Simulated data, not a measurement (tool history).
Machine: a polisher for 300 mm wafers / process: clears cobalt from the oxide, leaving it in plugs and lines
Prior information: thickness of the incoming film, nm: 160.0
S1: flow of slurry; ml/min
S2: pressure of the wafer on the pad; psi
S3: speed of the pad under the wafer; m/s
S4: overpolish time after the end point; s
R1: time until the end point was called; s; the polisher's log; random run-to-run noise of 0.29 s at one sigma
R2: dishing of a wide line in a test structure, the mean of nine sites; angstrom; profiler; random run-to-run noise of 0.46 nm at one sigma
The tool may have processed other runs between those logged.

run,hour,S1,S2,S3,S4,R1,R2
1,0.0,195,1.4,1.12,19,37.424,313.79
2,5.6,195,1.6,1.12,19,32.361,336.89
3,11.7,195,1.7,1.12,19,30.180,350.30
4,20.5,195,1.8,1.12,19,28.660,351.28
5,24.3,195,1.8,1.12,11,29.254,276.26
6,32.9,230,1.8,1.12,11,28.184,282.06
7,35.5,225,1.9,1.12,13,26.602,307.48

Run 8 is up next; what results do you expect?
8,36.3,225,2.0,1.12,15,?,?

Run 8 gave R1 25.956 s, R2 341.93 angstrom.

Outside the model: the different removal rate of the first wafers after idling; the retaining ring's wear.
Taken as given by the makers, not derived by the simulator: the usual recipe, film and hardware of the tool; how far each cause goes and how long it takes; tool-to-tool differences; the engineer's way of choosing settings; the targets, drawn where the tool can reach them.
